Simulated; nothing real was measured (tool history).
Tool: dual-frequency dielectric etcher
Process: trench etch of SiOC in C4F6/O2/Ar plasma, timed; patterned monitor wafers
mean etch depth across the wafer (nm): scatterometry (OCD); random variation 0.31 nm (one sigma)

run	day	source power (kW)	bias power (kW)	etch time (s)	mean etch depth across the wafer (nm)
1	0	0.27	0.224	20.5	40.597
2	0.179	0.25	0.224	20.5	39.293
3	0.208	0.28	0.23	20.5	42.073
4	0.346	0.31	0.23	20.5	43.901
5	0.662	0.32	0.232	20.5	44.853
6	0.788	0.28	0.232	20.5	41.875

The next listed run, before its measurement:
7	1.008	0.3	0.235	20.5	?

{"run 7": {"mean etch depth across the wafer (nm)": 43.045}}
